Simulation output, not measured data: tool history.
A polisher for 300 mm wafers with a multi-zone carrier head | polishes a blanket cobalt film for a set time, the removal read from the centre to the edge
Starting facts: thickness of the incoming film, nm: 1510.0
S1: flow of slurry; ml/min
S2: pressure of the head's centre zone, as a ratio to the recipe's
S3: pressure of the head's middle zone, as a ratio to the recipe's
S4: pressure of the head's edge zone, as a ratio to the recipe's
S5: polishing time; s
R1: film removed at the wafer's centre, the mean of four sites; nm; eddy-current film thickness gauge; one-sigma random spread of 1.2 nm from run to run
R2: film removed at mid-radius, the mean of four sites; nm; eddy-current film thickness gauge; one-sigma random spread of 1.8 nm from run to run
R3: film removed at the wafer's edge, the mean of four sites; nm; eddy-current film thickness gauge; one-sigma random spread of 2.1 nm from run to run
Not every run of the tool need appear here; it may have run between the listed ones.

{"run": 1, "hour": 0.0, "S1": 215, "S2": 1, "S3": 1, "S4": 1, "S5": 67, "R1": 240.01, "R2": 248.66, "R3": 245.88}
{"run": 2, "hour": 7.4, "S1": 245, "S2": 1, "S3": 1, "S4": 1, "S5": 67, "R1": 247.98, "R2": 260.46, "R3": 249.58}
{"run": 3, "hour": 14.8, "S1": 245, "S2": 1, "S3": 1.04, "S4": 1, "S5": 67, "R1": 249.36, "R2": 266.22, "R3": 253.43}
{"run": 4, "hour": 17.2, "S1": 245, "S2": 1, "S3": 1.04, "S4": 0.97, "S5": 67, "R1": 247.57, "R2": 264.44, "R3": 246.96}
{"run": 5, "hour": 18.5, "S1": 240, "S2": 1, "S3": 1.02, "S4": 0.95, "S5": 65, "R1": 238.65, "R2": 257.09, "R3": 234.84}
{"run": 6, "hour": 27.5, "S1": 240, "S2": 1.06, "S3": 1.02, "S4": 0.95, "S5": 65, "R1": 255.94, "R2": 254.04, "R3": 233.9}
{"run": 7, "hour": 36.2, "S1": 210, "S2": 0.98, "S3": 0.92, "S4": 0.85, "S5": 47, "R1": 167.28, "R2": 168.59, "R3": 160.6}

Run 8 has not been measured yet. What should we expect?
{"run": 8, "hour": 45.0, "S1": 215, "S2": 0.98, "S3": 0.92, "S4": 0.85, "S5": 47, "R1": "?", "R2": "?", "R3": "?"}

For run 8 the tool returned R1 165.48 nm, R2 167.2 nm, R3 161.38 nm.
